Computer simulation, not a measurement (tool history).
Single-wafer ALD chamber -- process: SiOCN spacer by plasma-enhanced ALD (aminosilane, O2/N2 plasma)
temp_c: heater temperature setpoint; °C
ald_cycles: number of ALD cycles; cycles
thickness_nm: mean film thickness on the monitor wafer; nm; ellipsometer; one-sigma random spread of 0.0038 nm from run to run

Run 1, hour 0: temp_c 420 °C, ald_cycles 34 cycles. Result: thickness_nm 2.0221 nm.
Run 2, hour 1.9: temp_c 422 °C, ald_cycles 32 cycles. Result: thickness_nm 1.8819 nm.
Run 3, hour 8.5: temp_c 424 °C, ald_cycles 31 cycles. Result: thickness_nm 1.8238 nm.
Run 4, hour 13.3: temp_c 425 °C, ald_cycles 30 cycles. Result: thickness_nm 1.7541 nm.
Run 5, hour 14.9: temp_c 425 °C, ald_cycles 34 cycles. Result: thickness_nm 1.9886 nm.
Run 6, hour 17.3: temp_c 427 °C, ald_cycles 32 cycles. Result: thickness_nm 1.8562 nm.
Run 7, hour 25.1: temp_c 429 °C, ald_cycles 31 cycles. Result: thickness_nm 1.7877 nm.
Run 8, hour 33.8: temp_c 430 °C, ald_cycles 30 cycles. Result: thickness_nm 1.721 nm.
Run 9, hour 39.9: temp_c 432 °C, ald_cycles 29 cycles. Result: thickness_nm 1.6438 nm.
Run 10, hour 46: temp_c 433 °C, ald_cycles 29 cycles. Result: thickness_nm 1.6488 nm.
Run 11, hour 47.4: temp_c 434 °C, ald_cycles 29 cycles. Result: thickness_nm 1.6396 nm.

Run 12 comes next. What will it give?
Run 12, hour 48.8: temp_c 435 °C, ald_cycles 29 cycles. Result: thickness_nm ?.

{"run 12": {"thickness_nm": 1.6358}}

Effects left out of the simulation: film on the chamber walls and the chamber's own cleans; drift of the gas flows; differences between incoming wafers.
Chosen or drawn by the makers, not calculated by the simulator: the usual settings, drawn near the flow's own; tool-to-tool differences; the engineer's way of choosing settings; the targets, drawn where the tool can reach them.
